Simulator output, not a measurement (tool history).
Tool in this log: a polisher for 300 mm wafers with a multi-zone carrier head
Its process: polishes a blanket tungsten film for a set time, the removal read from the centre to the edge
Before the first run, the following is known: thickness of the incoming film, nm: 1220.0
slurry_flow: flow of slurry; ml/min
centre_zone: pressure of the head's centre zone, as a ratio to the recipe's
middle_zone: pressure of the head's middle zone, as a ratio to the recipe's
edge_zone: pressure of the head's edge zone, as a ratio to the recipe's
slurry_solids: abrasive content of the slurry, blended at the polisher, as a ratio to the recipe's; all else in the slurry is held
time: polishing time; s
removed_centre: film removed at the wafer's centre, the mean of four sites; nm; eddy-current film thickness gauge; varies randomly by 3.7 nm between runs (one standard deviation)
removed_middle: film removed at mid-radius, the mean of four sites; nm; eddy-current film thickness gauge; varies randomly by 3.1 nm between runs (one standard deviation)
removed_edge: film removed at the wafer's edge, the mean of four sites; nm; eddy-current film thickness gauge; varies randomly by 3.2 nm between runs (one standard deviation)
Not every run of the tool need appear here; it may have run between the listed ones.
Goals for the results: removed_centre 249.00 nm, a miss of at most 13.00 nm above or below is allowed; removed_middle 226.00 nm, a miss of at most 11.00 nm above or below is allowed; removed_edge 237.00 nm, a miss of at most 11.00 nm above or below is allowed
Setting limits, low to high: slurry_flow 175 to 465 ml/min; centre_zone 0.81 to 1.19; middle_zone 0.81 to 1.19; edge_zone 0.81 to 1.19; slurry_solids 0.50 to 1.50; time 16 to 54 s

run	hour	slurry_flow	centre_zone	middle_zone	edge_zone	slurry_solids	time	removed_centre	removed_middle	removed_edge
1	0.0	295	1.00	1.00	1.00	1.00	35	172.10	175.43	170.20
2	3.5	295	1.00	1.00	1.00	0.80	35	166.19	164.74	164.12
3	11.1	245	1.00	1.00	1.00	0.80	35	161.66	164.23	159.72
4	15.5	260	1.02	0.99	1.03	0.90	36	173.03	174.51	173.95
5	16.9	260	1.02	0.99	1.03	0.70	36	165.11	161.15	163.94
6	23.5	310	1.02	0.99	1.03	0.70	36	170.52	163.39	163.99
7	32.0	310	1.04	0.98	1.04	0.85	37	179.70	180.91	180.20
8	33.9	315	1.07	0.95	1.03	0.90	38	199.53	180.04	179.59
9	41.7	315	1.08	0.94	1.05	1.00	39	210.75	179.79	193.89
10	49.7	315	1.09	0.96	1.06	1.05	39	217.18	191.19	201.73
11	53.9	315	1.10	0.98	1.07	1.10	39	220.06	195.92	207.91
12	55.8	315	1.11	1.00	1.08	1.15	39	219.88	196.88	209.98
13	59.0	325	1.14	1.06	1.08	1.40	42	258.20	240.25	236.40

4 candidate next runs follow, results not yet known. Just one meets every target within its allowed miss. Identify it.
A	62.2	420	1.12	1.04	1.16	1.10	42	?	?	?
B	62.2	290	0.93	1.14	1.19	1.30	45	?	?	?
C	62.2	295	1.03	1.09	1.19	1.45	45	?	?	?
D	62.2	245	1.19	1.00	0.94	1.40	47	?	?	?

move	removed_centre	removed_middle	removed_edge
A	247.23	222.23	237.20
B	221.19	257.52	261.61
C	252.32	256.23	269.32
D	295.23	243.92	244.46
A: all results land within tolerance of their targets
B: further off than the last run
C: further off than the last run
D: further off than the last run
Go with A: it meets all targets.
